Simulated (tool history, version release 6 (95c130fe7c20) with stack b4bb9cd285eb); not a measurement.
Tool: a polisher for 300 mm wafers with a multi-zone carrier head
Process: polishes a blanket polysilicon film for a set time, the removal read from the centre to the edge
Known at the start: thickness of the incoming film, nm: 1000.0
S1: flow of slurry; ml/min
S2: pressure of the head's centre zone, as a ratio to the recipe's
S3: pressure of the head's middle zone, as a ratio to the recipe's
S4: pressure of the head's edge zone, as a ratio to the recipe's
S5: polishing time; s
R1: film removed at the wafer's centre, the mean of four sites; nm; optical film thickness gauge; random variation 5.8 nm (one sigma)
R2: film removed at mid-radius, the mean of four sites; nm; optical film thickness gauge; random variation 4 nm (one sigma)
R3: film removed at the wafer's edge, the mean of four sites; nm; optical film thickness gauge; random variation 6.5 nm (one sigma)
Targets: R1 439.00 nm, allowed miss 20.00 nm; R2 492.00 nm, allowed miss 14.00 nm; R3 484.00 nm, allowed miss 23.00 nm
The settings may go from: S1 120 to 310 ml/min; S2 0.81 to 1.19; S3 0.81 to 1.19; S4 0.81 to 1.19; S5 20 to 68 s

{"run": 1, "hour": 0.0, "S1": 200, "S2": 1.0, "S3": 1.0, "S4": 1.0, "S5": 44, "R1": 358.19, "R2": 332.89, "R3": 343.0}
{"run": 2, "hour": 5.5, "S1": 210, "S2": 0.98, "S3": 1.04, "S4": 1.04, "S5": 47, "R1": 381.28, "R2": 373.65, "R3": 361.94}
{"run": 3, "hour": 13.5, "S1": 210, "S2": 0.91, "S3": 1.04, "S4": 1.04, "S5": 47, "R1": 341.11, "R2": 373.3, "R3": 381.22}
{"run": 4, "hour": 16.3, "S1": 210, "S2": 0.97, "S3": 1.04, "S4": 1.04, "S5": 47, "R1": 372.12, "R2": 374.62, "R3": 366.86}
{"run": 5, "hour": 21.2, "S1": 210, "S2": 0.97, "S3": 1.11, "S4": 1.04, "S5": 47, "R1": 370.31, "R2": 394.15, "R3": 370.47}
{"run": 6, "hour": 24.7, "S1": 210, "S2": 0.97, "S3": 1.14, "S4": 1.04, "S5": 47, "R1": 378.02, "R2": 407.94, "R3": 375.64}
{"run": 7, "hour": 28.8, "S1": 205, "S2": 0.96, "S3": 1.13, "S4": 1.06, "S5": 50, "R1": 384.07, "R2": 425.64, "R3": 405.49}
{"run": 8, "hour": 36.7, "S1": 205, "S2": 0.96, "S3": 1.13, "S4": 1.06, "S5": 50, "R1": 400.6, "R2": 420.17, "R3": 406.0}

Which of these 5 next moves meets every target?
{"run": "A", "hour": 44.6, "S1": 285, "S2": 0.94, "S3": 1.13, "S4": 1.01, "S5": 60, "R1": "?", "R2": "?", "R3": "?"}
{"run": "B", "hour": 44.6, "S1": 280, "S2": 1.0, "S3": 1.19, "S4": 0.97, "S5": 53, "R1": "?", "R2": "?", "R3": "?"}
{"run": "C", "hour": 44.6, "S1": 260, "S2": 1.03, "S3": 1.18, "S4": 0.93, "S5": 57, "R1": "?", "R2": "?", "R3": "?"}
{"run": "D", "hour": 44.6, "S1": 220, "S2": 0.94, "S3": 1.13, "S4": 1.17, "S5": 57, "R1": "?", "R2": "?", "R3": "?"}
{"run": "E", "hour": 44.6, "S1": 230, "S2": 1.14, "S3": 1.12, "S4": 1.07, "S5": 53, "R1": "?", "R2": "?", "R3": "?"}

move=A R1=481.24 R2=526.60 R3=477.95
move=B R1=451.79 R2=483.77 R3=413.79
move=C R1=496.55 R2=513.03 R3=434.58
move=D R1=443.86 R2=487.08 R3=476.93
move=E R1=503.96 R2=451.51 R3=426.57
A: takes the result that was furthest off past its target
B: brings the result that was furthest off to its target, and leaves another outside
C: takes the result that was furthest off past its target
D: meets every target
E: nearer than the last run, and not there yet
The right move is D.
